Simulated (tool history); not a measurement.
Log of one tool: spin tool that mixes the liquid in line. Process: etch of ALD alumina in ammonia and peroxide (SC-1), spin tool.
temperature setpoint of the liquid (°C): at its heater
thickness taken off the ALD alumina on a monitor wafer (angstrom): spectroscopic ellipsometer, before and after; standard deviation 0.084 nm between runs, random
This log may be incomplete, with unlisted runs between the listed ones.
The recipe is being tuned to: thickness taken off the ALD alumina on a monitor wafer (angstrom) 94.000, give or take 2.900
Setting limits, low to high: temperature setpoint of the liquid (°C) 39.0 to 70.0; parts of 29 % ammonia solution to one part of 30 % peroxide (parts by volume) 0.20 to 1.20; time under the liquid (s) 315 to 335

run  hour  temperature setpoint of the liquid (°C)  parts of 29 % ammonia solution to one part of 30 % peroxide (parts by volume)  time under the liquid (s)  thickness taken off the ALD alumina on a monitor wafer (angstrom)
  1   0.0                                     55.0                                                                           0.80                        315                                                            169.460
  2   7.4                                     55.0                                                                           0.65                        315                                                            162.600
  3  12.8                                     55.0                                                                           0.65                        335                                                            173.300
  4  16.4                                     48.0                                                                           0.65                        335                                                            119.840
  5  22.2                                     48.0                                                                           0.65                        335                                                            119.890
  6  28.1                                     47.5                                                                           0.65                        335                                                            116.130
  7  36.6                                     47.5                                                                           0.65                        335                                                            115.120
  8  43.0                                     47.0                                                                           0.65                        335                                                            112.860
  9  50.0                                     46.5                                                                           0.65                        335                                                            108.390
 10  52.1                                     46.0                                                                           0.65                        335                                                            105.640
 11  53.2                                     45.0                                                                           0.65                        335                                                             99.653
 12  58.2                                     44.5                                                                           0.65                        335                                                             97.012

Pick the move, out of 4, that brings all results within their allowed miss; only one does.
  A  63.2                                     44.5                                                                           0.75                        335                                                                  ?
  B  63.2                                     45.5                                                                           0.70                        330                                                                  ?
  C  63.2                                     44.0                                                                           0.65                        330                                                                  ?
  D  63.2                                     45.0                                                                           0.60                        335                                                                  ?

move  thickness taken off the ALD alumina on a monitor wafer (angstrom)
   A                                                             99.752
   B                                                            103.340
   C                                                             94.199
   D                                                            100.480
A: moves away from the targets compared with the last run
B: moves away from the targets compared with the last run
C: meets every target
D: moves away from the targets compared with the last run
Go with C: it meets all targets.
